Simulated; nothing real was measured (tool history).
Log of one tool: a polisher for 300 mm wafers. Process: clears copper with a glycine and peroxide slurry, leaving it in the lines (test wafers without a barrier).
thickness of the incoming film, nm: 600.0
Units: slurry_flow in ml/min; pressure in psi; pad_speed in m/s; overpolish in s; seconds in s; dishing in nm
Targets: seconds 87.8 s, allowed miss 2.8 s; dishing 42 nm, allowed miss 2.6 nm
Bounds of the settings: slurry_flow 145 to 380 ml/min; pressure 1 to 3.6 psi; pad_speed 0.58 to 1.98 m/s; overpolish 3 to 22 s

run,day,slurry_flow,pressure,pad_speed,overpolish,seconds,dishing
1,0,245,2.3,1.28,11,105.33,41.339
2,0.067,245,2.3,1.28,14,105.2,47.854
3,0.379,245,2.4,1.28,13,101.81,46.352
4,0.475,190,2.4,1.28,13,100.47,47.973
5,0.6,190,2.4,1.14,13,112.94,42.889
6,0.938,190,2.5,1.14,12,110.17,42.119
7,1.012,190,2.6,1.14,11,104.38,40.51
8,1.125,190,2.7,1.14,11,102.67,40.73
9,1.421,190,2.8,1.14,11,97.947,41.985
10,1.608,190,2.9,1.14,11,96.842,42.798
11,1.688,190,3,1.14,11,92,43.926

Which of these 4 next moves meets every target?
A,1.767,195,3.2,0.98,11,?,?
B,1.767,145,3.6,0.96,12,?,?
C,1.767,145,2.8,1.34,10,?,?
D,1.767,175,3.3,0.98,12,?,?

move,seconds,dishing
A,99.769,42.675
B,94.01,48.338
C,87.605,43.313
D,98.021,46.524
A: further off than the last run
B: further off than the last run
C: meets every target
D: further off than the last run
Move C is the one to make.

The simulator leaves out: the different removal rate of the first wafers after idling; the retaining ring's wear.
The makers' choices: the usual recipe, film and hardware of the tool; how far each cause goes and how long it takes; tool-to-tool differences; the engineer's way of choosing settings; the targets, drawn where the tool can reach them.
